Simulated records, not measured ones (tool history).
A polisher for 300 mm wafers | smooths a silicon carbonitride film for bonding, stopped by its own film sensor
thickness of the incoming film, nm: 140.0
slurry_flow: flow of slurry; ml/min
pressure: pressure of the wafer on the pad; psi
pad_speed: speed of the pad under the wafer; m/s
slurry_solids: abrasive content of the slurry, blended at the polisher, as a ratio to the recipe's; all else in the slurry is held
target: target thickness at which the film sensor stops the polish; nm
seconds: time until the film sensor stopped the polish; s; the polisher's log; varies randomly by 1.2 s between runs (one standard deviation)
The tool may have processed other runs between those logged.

run 1 hour=0 | slurry_flow=290 pressure=2.7 pad_speed=0.94 slurry_solids=1 target=107 | seconds=102.74
run 2 hour=8.1 | slurry_flow=290 pressure=2.8 pad_speed=0.94 slurry_solids=1 target=107 | seconds=99.411
run 3 hour=10.4 | slurry_flow=290 pressure=2.8 pad_speed=0.94 slurry_solids=0.85 target=107 | seconds=104.43
run 4 hour=17.8 | slurry_flow=290 pressure=2.8 pad_speed=0.94 slurry_solids=0.85 target=105 | seconds=116.83
run 5 hour=24.3 | slurry_flow=290 pressure=2.8 pad_speed=0.74 slurry_solids=0.85 target=105 | seconds=140.45
run 6 hour=25.9 | slurry_flow=290 pressure=2.9 pad_speed=0.76 slurry_solids=0.85 target=105 | seconds=130.41
run 7 hour=27.9 | slurry_flow=290 pressure=3 pad_speed=0.78 slurry_solids=0.85 target=105 | seconds=121.31
run 8 hour=36.3 | slurry_flow=290 pressure=3.1 pad_speed=0.78 slurry_solids=0.85 target=105 | seconds=119.46
run 9 hour=41.7 | slurry_flow=290 pressure=3.2 pad_speed=0.8 slurry_solids=0.85 target=105 | seconds=113.73

The next listed run, before its measurement:
run 10 hour=48.1 | slurry_flow=290 pressure=3.3 pad_speed=0.82 slurry_solids=0.85 target=105 | seconds=?

Run 10 measured seconds 111.38 s.
